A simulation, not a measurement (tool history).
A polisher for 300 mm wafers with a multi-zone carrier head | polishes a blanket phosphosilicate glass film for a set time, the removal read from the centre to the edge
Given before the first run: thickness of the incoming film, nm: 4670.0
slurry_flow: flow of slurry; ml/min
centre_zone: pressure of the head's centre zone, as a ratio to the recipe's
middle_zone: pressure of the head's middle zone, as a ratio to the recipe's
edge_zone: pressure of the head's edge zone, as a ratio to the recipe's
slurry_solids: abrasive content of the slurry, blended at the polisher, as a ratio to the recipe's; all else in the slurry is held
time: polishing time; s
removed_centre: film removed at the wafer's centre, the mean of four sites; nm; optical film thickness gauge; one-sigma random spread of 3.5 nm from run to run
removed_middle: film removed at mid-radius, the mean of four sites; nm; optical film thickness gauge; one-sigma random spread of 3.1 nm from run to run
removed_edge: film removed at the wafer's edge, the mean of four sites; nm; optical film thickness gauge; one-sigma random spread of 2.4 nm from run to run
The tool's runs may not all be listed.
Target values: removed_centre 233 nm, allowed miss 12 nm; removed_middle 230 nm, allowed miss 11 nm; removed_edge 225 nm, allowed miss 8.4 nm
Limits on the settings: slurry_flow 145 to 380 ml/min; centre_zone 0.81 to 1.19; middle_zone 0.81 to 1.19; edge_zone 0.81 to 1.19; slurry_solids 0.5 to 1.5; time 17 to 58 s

run  hour  slurry_flow  centre_zone  middle_zone  edge_zone  slurry_solids  time  removed_centre  removed_middle  removed_edge
  1     0          245            1            1          1              1    37          312.19           309.3        323.99
  2   6.9          245            1            1       0.98            0.9    36          291.76          284.65        297.58
  3  10.6          290            1            1       0.98            0.9    36          298.51          288.63        300.65
  4  13.1          290         1.07            1       0.98            0.9    36          312.89          288.01        301.77
  5  20.8          290         1.07            1       0.98              1    36          345.52          316.05        314.32
  6  26.1          290         1.07            1       0.98              1    42          400.65          359.01        364.79
  7  30.5          295         1.07         1.02       0.96            0.9    40          359.28          329.26        329.76
  8  34.2          300         1.06         1.03       0.94            0.8    38          314.15          294.18        286.55
  9  36.4          300         1.04         1.02       0.92           0.75    38           299.3           283.1        280.16
 10  37.3          300         1.03         1.02        0.9            0.7    38          280.86          266.04        259.63
 11  45.5          295         1.01         1.01       0.88            0.7    38             285          270.91        257.76
 12  47.4          295         0.99            1       0.87           0.65    38          252.72          253.37        242.36
 13  55.8          295         0.99            1       0.87           0.65    38          255.86          249.15        244.18
     64.6  -- slurry nozzle cleaned
 14  64.6          295         0.98         0.99       0.86           0.65    38           264.4          258.28        250.72
 15  72.9          290         0.98         0.99       0.85            0.6    38          246.87          245.98        237.01

Consider the 4 candidate settings below. Which is the only one whose results all fall within their allowed miss of target?
  A  81.2          290         1.04         0.82       0.88            0.8    32               ?               ?             ?
  B  81.2          250         0.91         1.07       0.81            0.5    45               ?               ?             ?
  C  81.2          380         0.98         1.01       0.93            0.6    35               ?               ?             ?
  D  81.2          285         1.01         0.99       0.84            0.6    41               ?               ?             ?

move  removed_centre  removed_middle  removed_edge
   A           268.2           223.2        241.99
   B          232.15          267.22        231.11
   C          233.82          238.46        227.27
   D          275.05          268.92        249.71
A: gets the furthest-off result to its target, but another result is out of tolerance
B: lands further from the targets than the last run did
C: each result inside its tolerance
D: lands further from the targets than the last run did
Correct choice: C, which meets every target
